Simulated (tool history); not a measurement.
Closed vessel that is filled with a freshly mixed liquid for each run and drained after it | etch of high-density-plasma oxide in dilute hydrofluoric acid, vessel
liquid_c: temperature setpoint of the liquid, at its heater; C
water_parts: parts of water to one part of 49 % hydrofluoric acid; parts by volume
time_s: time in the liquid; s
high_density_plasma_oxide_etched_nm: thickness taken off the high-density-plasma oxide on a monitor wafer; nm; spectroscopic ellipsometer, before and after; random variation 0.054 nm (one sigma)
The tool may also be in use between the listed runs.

run  hour  liquid_c  water_parts  time_s  high_density_plasma_oxide_etched_nm
  1   0.0      21.0          215     265                               4.9395
  2   3.5      23.0          215     265                               5.2973
  3  11.8      24.0          185     265                               6.6359
  4  20.5      25.0          165     265                               7.8225
  5  21.2      26.0          150     265                               9.1770
  6  22.9      26.5          140     265                              10.0990
  7  31.5      27.0          135     265                              10.7120
  8  34.6      27.5          130     265                              11.4670
  9  39.0      28.0          125     265                              12.1720
 10  43.3      29.0          105     265                              15.4570

The next listed run, before its measurement:
 11  44.0      28.5          105     265                                    ?

Run 11 gave high_density_plasma_oxide_etched_nm 15.1500 nm.
